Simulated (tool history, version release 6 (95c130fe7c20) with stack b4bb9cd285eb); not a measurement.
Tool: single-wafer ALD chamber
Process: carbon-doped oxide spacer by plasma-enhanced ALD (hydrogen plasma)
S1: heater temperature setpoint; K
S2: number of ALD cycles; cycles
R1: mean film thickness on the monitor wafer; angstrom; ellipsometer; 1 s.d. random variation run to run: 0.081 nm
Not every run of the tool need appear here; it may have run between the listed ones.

| run | hour | S1 | S2 | R1 |
|---|---|---|---|---|
| 1 | 0 | 663.15 | 421 | 184.55 |
| 2 | 3.1 | 663.15 | 474 | 205.62 |
| 3 | 8.1 | 663.15 | 424 | 184.42 |
| 4 | 12.6 | 655.15 | 424 | 185.15 |
| 5 | 14.9 | 649.15 | 424 | 184.49 |
| 6 | 20.3 | 645.15 | 424 | 186.09 |
| 7 | 24.1 | 645.15 | 392 | 171.88 |
| 8 | 32.7 | 645.15 | 372 | 161.54 |
| 9 | 38.2 | 645.15 | 362 | 157.76 |
| 10 | 42.2 | 645.15 | 355 | 154.1 |

What will run 11 give?
| 11 | 46.3 | 645.15 | 351 | ? |

R1: 152.31 angstrom
